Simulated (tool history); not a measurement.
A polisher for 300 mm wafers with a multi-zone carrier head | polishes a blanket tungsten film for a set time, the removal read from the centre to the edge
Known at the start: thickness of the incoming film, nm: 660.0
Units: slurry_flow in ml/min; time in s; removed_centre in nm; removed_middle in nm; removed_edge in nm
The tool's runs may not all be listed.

Run 1, hour 0.0: slurry_flow 140 ml/min, centre_zone 1.00, middle_zone 1.00, edge_zone 1.00, slurry_solids 1.00, time 39 s. Result: removed_centre 170.02 nm, removed_middle 173.47 nm, removed_edge 168.33 nm.
Run 2, hour 6.8: slurry_flow 140 ml/min, centre_zone 1.00, middle_zone 1.00, edge_zone 1.08, slurry_solids 1.00, time 39 s. Result: removed_centre 165.39 nm, removed_middle 172.85 nm, removed_edge 174.24 nm.
Run 3, hour 15.5: slurry_flow 150 ml/min, centre_zone 0.98, middle_zone 1.02, edge_zone 1.10, slurry_solids 1.10, time 39 s. Result: removed_centre 170.86 nm, removed_middle 183.43 nm, removed_edge 181.64 nm.
Run 4, hour 18.3: slurry_flow 150 ml/min, centre_zone 0.98, middle_zone 1.02, edge_zone 1.10, slurry_solids 1.10, time 33 s. Result: removed_centre 146.40 nm, removed_middle 153.50 nm, removed_edge 153.67 nm.
Run 5, hour 23.6: slurry_flow 180 ml/min, centre_zone 0.98, middle_zone 1.02, edge_zone 1.10, slurry_solids 1.10, time 33 s. Result: removed_centre 150.05 nm, removed_middle 160.95 nm, removed_edge 157.11 nm.
Run 6, hour 27.5: slurry_flow 180 ml/min, centre_zone 0.98, middle_zone 1.02, edge_zone 1.10, slurry_solids 1.30, time 33 s. Result: removed_centre 158.17 nm, removed_middle 167.34 nm, removed_edge 168.05 nm.
Run 7, hour 28.8: slurry_flow 180 ml/min, centre_zone 0.96, middle_zone 1.04, edge_zone 1.12, slurry_solids 1.35, time 35 s. Result: removed_centre 165.87 nm, removed_middle 181.27 nm, removed_edge 181.12 nm.
Run 8, hour 35.8: slurry_flow 185 ml/min, centre_zone 0.94, middle_zone 1.06, edge_zone 1.13, slurry_solids 1.40, time 36 s. Result: removed_centre 171.82 nm, removed_middle 196.14 nm, removed_edge 191.51 nm.

Forecast run 9:
Run 9, hour 38.0: slurry_flow 185 ml/min, centre_zone 0.93, middle_zone 1.07, edge_zone 1.14, slurry_solids 1.40, time 37 s. Result: removed_centre ?, removed_middle ?, removed_edge ?.

{"run 9": {"removed_centre": 172.67, "removed_middle": 201.52, "removed_edge": 194.23}}

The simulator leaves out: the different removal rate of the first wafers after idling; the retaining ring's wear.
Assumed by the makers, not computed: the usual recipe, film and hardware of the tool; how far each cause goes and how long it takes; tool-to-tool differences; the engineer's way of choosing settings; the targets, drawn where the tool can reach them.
